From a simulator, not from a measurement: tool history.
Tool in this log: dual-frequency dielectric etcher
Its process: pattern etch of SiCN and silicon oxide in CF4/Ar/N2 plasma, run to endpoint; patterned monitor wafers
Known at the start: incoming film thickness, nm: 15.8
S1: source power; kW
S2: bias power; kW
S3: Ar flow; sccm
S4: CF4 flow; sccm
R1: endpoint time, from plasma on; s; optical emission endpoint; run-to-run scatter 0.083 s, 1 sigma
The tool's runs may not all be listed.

run 1 hour=0.0 | S1=0.580 S2=0.061 S3=76 S4=47 | R1=15.746
run 2 hour=7.8 | S1=0.610 S2=0.061 S3=76 S4=47 | R1=15.187
run 3 hour=16.7 | S1=0.610 S2=0.061 S3=76 S4=39 | R1=15.619
run 4 hour=24.7 | S1=0.640 S2=0.061 S3=76 S4=39 | R1=14.974
-- hour=31.8 source power generator calibrated
run 5 hour=31.8 | S1=0.640 S2=0.061 S3=76 S4=47 | R1=14.325
run 6 hour=38.0 | S1=0.640 S2=0.061 S3=64 S4=47 | R1=13.830
run 7 hour=45.7 | S1=0.660 S2=0.061 S3=64 S4=47 | R1=13.664
run 8 hour=50.2 | S1=0.680 S2=0.061 S3=64 S4=47 | R1=13.466
run 9 hour=58.3 | S1=0.700 S2=0.061 S3=64 S4=47 | R1=12.991
run 10 hour=64.3 | S1=0.710 S2=0.061 S3=64 S4=47 | R1=13.051

Run 11 has not been measured yet. What should we expect?
run 11 hour=73.2 | S1=0.720 S2=0.061 S3=64 S4=47 | R1=?

Run 11 produced R1 12.870 s.
